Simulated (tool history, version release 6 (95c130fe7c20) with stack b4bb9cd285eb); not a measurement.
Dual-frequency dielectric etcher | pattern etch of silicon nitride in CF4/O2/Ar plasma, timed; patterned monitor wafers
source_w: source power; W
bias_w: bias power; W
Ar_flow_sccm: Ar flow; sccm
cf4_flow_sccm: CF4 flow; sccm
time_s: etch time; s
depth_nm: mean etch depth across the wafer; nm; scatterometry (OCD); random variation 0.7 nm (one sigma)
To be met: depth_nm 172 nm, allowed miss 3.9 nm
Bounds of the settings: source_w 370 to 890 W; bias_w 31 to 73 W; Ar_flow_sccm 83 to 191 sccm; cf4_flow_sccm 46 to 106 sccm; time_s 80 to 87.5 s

run    day  source_w  bias_w  Ar_flow_sccm  cf4_flow_sccm  time_s  depth_nm
  1      0       630      52           137             76    87.5    222.77
  2  0.175       600      52           137             76    87.5    210.13
  3  0.483       600      52           137             90    87.5    215.24
  4  0.521       600      52           137             90    87.5    217.07
  5  0.567       600      52           137             90    87.5    214.94
  6  0.842       670      52           137             90    87.5    241.65
  7  1.171       640      52           137             90    87.5    230.84
  8  1.208       610      52           137             90    87.5    221.22
  9  1.267       590      52           137             90    87.5    212.37
 10  1.433       570      52           137             90    87.5    205.89
 11  1.779       550      52           137             90    87.5    197.64
 12  1.883       540      52           137             90    87.5    192.55
 13  2.233       530      52           137             90    87.5    189.62
 14  2.529       520      52           137             90    87.5    184.83
 15  2.579       460      52           137             90    87.5    162.31

5 next moves are on the table. One of them brings every result within its allowed miss. Which?
  A  2.629       500      49           136             95    86.5         ?
  B  2.629       480      48           140             93      80         ?
  C  2.629       450      51           152             92      85         ?
  D  2.629       500      46           131             87      83         ?
  E  2.629       460      59           149             97      80         ?

move  depth_nm
   A    173.28
   B    150.65
   C    149.83
   D    161.52
   E    154.88
A: meets every target
B: further off than the last run
C: further off than the last run
D: further off than the last run
E: further off than the last run
Move A is the one to make.
